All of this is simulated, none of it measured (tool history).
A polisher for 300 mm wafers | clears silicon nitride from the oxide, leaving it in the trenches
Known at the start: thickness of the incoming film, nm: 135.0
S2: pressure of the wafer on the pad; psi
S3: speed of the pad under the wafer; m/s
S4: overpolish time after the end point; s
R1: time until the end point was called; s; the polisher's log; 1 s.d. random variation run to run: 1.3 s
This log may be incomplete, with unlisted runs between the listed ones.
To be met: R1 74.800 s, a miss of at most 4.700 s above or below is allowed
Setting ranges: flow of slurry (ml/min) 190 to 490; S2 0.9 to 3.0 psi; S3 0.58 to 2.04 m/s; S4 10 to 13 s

{"run": 1, "day": 0.0, "flow of slurry (ml/min)": 315, "S2": 1.9, "S3": 1.3, "S4": 13, "R1": 149.23}
{"run": 2, "day": 0.108, "flow of slurry (ml/min)": 315, "S2": 2.1, "S3": 1.34, "S4": 13, "R1": 127.46}
{"run": 3, "day": 0.304, "flow of slurry (ml/min)": 370, "S2": 2.1, "S3": 1.34, "S4": 13, "R1": 129.38}
{"run": 4, "day": 0.371, "flow of slurry (ml/min)": 370, "S2": 2.1, "S3": 1.5, "S4": 13, "R1": 114.52}
{"run": 5, "day": 0.417, "flow of slurry (ml/min)": 370, "S2": 2.1, "S3": 1.5, "S4": 13, "R1": 113.48}
{"run": 6, "day": 0.562, "flow of slurry (ml/min)": 370, "S2": 2.1, "S3": 1.5, "S4": 13, "R1": 114.96}
{"run": 7, "day": 0.6, "flow of slurry (ml/min)": 370, "S2": 2.2, "S3": 1.52, "S4": 13, "R1": 105.45}
{"run": 8, "day": 0.833, "flow of slurry (ml/min)": 370, "S2": 2.3, "S3": 1.52, "S4": 13, "R1": 103.86}
{"run": 9, "day": 1.096, "flow of slurry (ml/min)": 370, "S2": 2.4, "S3": 1.54, "S4": 13, "R1": 98.712}
{"run": 10, "day": 1.167, "flow of slurry (ml/min)": 370, "S2": 2.5, "S3": 1.56, "S4": 13, "R1": 92.365}
{"run": 11, "day": 1.317, "flow of slurry (ml/min)": 370, "S2": 2.6, "S3": 1.56, "S4": 13, "R1": 87.496}
{"run": 12, "day": 1.558, "flow of slurry (ml/min)": 370, "S2": 2.7, "S3": 1.56, "S4": 13, "R1": 85.166}

Exactly one of the 4 candidate moves below puts every result within its allowed miss. Which one?
{"run": "A", "day": 1.8, "flow of slurry (ml/min)": 405, "S2": 2.1, "S3": 1.54, "S4": 12, "R1": "?"}
{"run": "B", "day": 1.8, "flow of slurry (ml/min)": 490, "S2": 2.9, "S3": 1.6, "S4": 13, "R1": "?"}
{"run": "C", "day": 1.8, "flow of slurry (ml/min)": 370, "S2": 2.9, "S3": 1.28, "S4": 10, "R1": "?"}
{"run": "D", "day": 1.8, "flow of slurry (ml/min)": 390, "S2": 2.3, "S3": 1.54, "S4": 13, "R1": "?"}

move=A R1=111.430
move=B R1=77.387
move=C R1=97.966
move=D R1=102.260
A: its largest miss is bigger than the last run's
B: each result inside its tolerance
C: its largest miss is bigger than the last run's
D: its largest miss is bigger than the last run's
Go with B: it meets all targets.
